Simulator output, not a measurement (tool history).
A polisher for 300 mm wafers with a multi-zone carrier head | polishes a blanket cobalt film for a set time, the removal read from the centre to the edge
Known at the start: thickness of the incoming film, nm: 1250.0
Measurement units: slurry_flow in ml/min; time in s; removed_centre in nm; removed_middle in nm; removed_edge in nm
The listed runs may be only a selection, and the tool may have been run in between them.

run 1 hour=0.0 | slurry_flow=255 centre_zone=1.00 middle_zone=1.00 edge_zone=1.00 time=62 | removed_centre=369.35 removed_middle=360.76 removed_edge=375.73
run 2 hour=8.8 | slurry_flow=255 centre_zone=1.00 middle_zone=1.00 edge_zone=0.93 time=62 | removed_centre=362.46 removed_middle=363.81 removed_edge=367.17
run 3 hour=10.0 | slurry_flow=255 centre_zone=0.95 middle_zone=0.98 edge_zone=0.98 time=65 | removed_centre=365.20 removed_middle=372.06 removed_edge=393.96
run 4 hour=12.2 | slurry_flow=255 centre_zone=0.95 middle_zone=0.98 edge_zone=1.05 time=65 | removed_centre=360.46 removed_middle=368.81 removed_edge=394.19
run 5 hour=17.5 | slurry_flow=255 centre_zone=0.95 middle_zone=1.02 edge_zone=1.05 time=65 | removed_centre=362.34 removed_middle=389.69 removed_edge=409.31
-- hour=21.6 edge zone pressure recalibrated
run 6 hour=21.6 | slurry_flow=295 centre_zone=0.95 middle_zone=1.02 edge_zone=1.05 time=65 | removed_centre=372.54 removed_middle=388.75 removed_edge=399.62
run 7 hour=22.5 | slurry_flow=260 centre_zone=0.94 middle_zone=1.00 edge_zone=1.08 time=67 | removed_centre=366.96 removed_middle=382.91 removed_edge=408.18

Estimate the outcome of run 8 from the log above:
run 8 hour=31.1 | slurry_flow=230 centre_zone=0.93 middle_zone=0.98 edge_zone=1.10 time=70 | removed_centre=? removed_middle=? removed_edge=?

removed_centre: 377.72 nm
removed_middle: 392.96 nm
removed_edge: 434.28 nm
